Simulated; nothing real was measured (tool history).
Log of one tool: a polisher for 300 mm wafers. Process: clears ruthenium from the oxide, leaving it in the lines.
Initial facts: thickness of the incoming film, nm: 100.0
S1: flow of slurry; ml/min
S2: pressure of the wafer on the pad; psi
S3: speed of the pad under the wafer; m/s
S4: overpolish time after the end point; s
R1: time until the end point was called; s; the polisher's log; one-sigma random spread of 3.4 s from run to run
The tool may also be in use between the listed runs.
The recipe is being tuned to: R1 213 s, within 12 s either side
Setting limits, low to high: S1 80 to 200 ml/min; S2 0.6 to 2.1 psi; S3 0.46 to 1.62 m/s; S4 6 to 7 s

run    day   S1   S2    S3  S4      R1
  1      0  130  1.3  1.04   7  154.25
  2    0.3  130  1.2  1.04   7  171.17
  3  0.446  130  1.1  1.04   7  188.52
  4  0.658  130  0.8  1.04   7   261.3
  5  0.817  130  0.8  0.92   7     291
  6  1.121  130  0.6  0.92   7  374.41
  7  1.429  130  0.7  0.92   7  328.72
  8  1.538  130  0.8  0.92   7  289.08

4 candidate next runs follow, results not yet known. Just one meets every target within its allowed miss. Identify it.
  A  1.646  115  0.7   0.8   6   ?
  B  1.646  145  0.9  1.08   7   ?
  C  1.646  125  0.9     1   6   ?
  D  1.646  115  0.6  0.78   6   ?

move      R1
   A  383.72
   B  215.38
   C  239.06
   D  454.59
A: moves away from the targets compared with the last run
B: each result inside its tolerance
C: closes in on the targets versus the last run, not all within tolerance yet
D: moves away from the targets compared with the last run
Correct choice: B, which meets every target
